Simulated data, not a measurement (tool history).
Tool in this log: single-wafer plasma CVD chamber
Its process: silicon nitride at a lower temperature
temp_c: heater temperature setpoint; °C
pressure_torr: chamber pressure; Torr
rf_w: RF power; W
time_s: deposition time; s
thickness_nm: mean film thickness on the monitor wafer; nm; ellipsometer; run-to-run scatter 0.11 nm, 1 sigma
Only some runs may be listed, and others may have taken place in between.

run,day,temp_c,pressure_torr,rf_w,time_s,thickness_nm
1,0,360,1.27,380,23.4,29.557
2,0.046,360,1.27,405,23.4,31.285
3,0.138,360,1.16,405,23.4,30.345
4,0.183,360,1.16,405,23.4,30.315
5,0.212,360,1.11,395,23.4,29.229
6,0.292,351,1.11,395,23.4,29.467
7,0.546,351,1.06,390,23.4,28.51
8,0.658,351,1.02,385,23.4,27.872
9,0.733,351,0.98,385,23.4,27.312
10,0.762,351,0.98,385,23.4,27.235
11,0.925,351,0.95,385,23.4,26.725

What will run 12 give?
12,1.083,351,0.95,385,23.4,?

{"run 12": {"thickness_nm": 26.564}}

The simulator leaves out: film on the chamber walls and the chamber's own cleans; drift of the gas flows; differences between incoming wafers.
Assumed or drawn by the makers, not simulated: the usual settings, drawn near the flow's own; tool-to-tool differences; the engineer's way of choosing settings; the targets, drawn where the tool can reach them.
